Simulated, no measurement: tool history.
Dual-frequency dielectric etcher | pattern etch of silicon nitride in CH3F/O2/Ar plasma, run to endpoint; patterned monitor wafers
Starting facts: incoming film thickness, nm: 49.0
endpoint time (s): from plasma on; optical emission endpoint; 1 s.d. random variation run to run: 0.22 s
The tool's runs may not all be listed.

{"run": 1, "day": 0.0, "source power (kW)": 0.52, "bias power (kW)": 0.066, "endpoint time (s)": 65.503}
{"run": 2, "day": 0.283, "source power (kW)": 0.57, "bias power (kW)": 0.068, "endpoint time (s)": 62.084}
{"run": 3, "day": 0.575, "source power (kW)": 0.51, "bias power (kW)": 0.068, "endpoint time (s)": 65.275}
{"run": 4, "day": 0.604, "source power (kW)": 0.51, "bias power (kW)": 0.075, "endpoint time (s)": 63.3}
{"run": 5, "day": 0.771, "source power (kW)": 0.55, "bias power (kW)": 0.076, "endpoint time (s)": 61.477}
{"run": 6, "day": 1.133, "source power (kW)": 0.58, "bias power (kW)": 0.077, "endpoint time (s)": 59.266}
{"run": 7, "day": 1.354, "source power (kW)": 0.58, "bias power (kW)": 0.077, "endpoint time (s)": 59.227}
{"run": 8, "day": 1.662, "source power (kW)": 0.6, "bias power (kW)": 0.078, "endpoint time (s)": 57.84}
{"run": 9, "day": 1.875, "source power (kW)": 0.61, "bias power (kW)": 0.078, "endpoint time (s)": 57.868}

Expected results for the next run?
{"run": 10, "day": 2.146, "source power (kW)": 0.62, "bias power (kW)": 0.078, "endpoint time (s)": "?"}

endpoint time (s): 57.653

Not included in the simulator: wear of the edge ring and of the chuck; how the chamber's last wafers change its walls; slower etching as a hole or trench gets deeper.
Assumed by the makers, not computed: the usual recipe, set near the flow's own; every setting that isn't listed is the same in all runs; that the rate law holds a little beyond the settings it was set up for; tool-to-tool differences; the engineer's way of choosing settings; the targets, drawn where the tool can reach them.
